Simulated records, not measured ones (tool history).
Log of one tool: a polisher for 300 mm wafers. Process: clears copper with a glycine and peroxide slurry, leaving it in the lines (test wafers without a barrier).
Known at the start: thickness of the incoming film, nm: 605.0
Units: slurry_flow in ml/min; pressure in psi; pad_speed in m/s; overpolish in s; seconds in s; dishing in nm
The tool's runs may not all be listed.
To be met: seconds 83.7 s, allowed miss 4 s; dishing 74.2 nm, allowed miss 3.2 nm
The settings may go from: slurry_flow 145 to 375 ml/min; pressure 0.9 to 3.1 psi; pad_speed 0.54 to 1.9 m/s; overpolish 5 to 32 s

| run | hour | slurry_flow | pressure | pad_speed | overpolish | seconds | dishing |
|---|---|---|---|---|---|---|---|
| 1 | 0 | 240 | 2 | 1.22 | 16 | 124.33 | 48.101 |
| 2 | 9 | 240 | 2.1 | 1.22 | 17 | 122.94 | 51.535 |
| 3 | 12.3 | 240 | 2.1 | 1.22 | 10 | 121.67 | 35.327 |
| 4 | 13.2 | 240 | 2.4 | 1.22 | 10 | 107.65 | 39.217 |
| 5 | 20 | 240 | 2.4 | 1.46 | 10 | 95.002 | 43.286 |
| 6 | 21.3 | 240 | 2.4 | 1.22 | 10 | 108.88 | 39.15 |
| 7 | 29.1 | 240 | 2.4 | 1.26 | 11 | 106.81 | 42.444 |
| 8 | 31.2 | 240 | 2.5 | 1.28 | 12 | 99.921 | 47.341 |
| 9 | 36.4 | 240 | 2.6 | 1.28 | 13 | 99.606 | 50.689 |
| 10 | 39.3 | 240 | 2.7 | 1.3 | 14 | 92.886 | 54.744 |
| 11 | 41.4 | 240 | 2.7 | 1.3 | 15 | 92.562 | 56.968 |
| 12 | 48.1 | 240 | 2.7 | 1.3 | 16 | 93.517 | 60.217 |
| 13 | 51.3 | 240 | 2.9 | 1.3 | 17 | 88.243 | 63.184 |
| 14 | 51.9 | 240 | 2.9 | 1.3 | 17 | 88.881 | 63.646 |
| 15 | 60.4 | 240 | 3 | 1.3 | 18 | 87.757 | 66.907 |
| 16 | 65.6 | 240 | 3.1 | 1.32 | 19 | 83.351 | 68.647 |

4 next moves are on the table. One of them brings every result within its allowed miss. Which?
| A | 70.8 | 245 | 3 | 1.14 | 24 | ? | ? |
| B | 70.8 | 210 | 2.9 | 1.2 | 25 | ? | ? |
| C | 70.8 | 225 | 3 | 1.36 | 22 | ? | ? |
| D | 70.8 | 305 | 2.3 | 1.46 | 26 | ? | ? |

| move | seconds | dishing |
|---|---|---|
| A | 96.39 | 73.884 |
| B | 96.364 | 74.82 |
| C | 83.43 | 74.818 |
| D | 96.109 | 74.044 |
A: brings the result that was furthest off to its target, and leaves another outside
B: brings the result that was furthest off to its target, and leaves another outside
C: meets every target
D: brings the result that was furthest off to its target, and leaves another outside
Move C is the one to make.

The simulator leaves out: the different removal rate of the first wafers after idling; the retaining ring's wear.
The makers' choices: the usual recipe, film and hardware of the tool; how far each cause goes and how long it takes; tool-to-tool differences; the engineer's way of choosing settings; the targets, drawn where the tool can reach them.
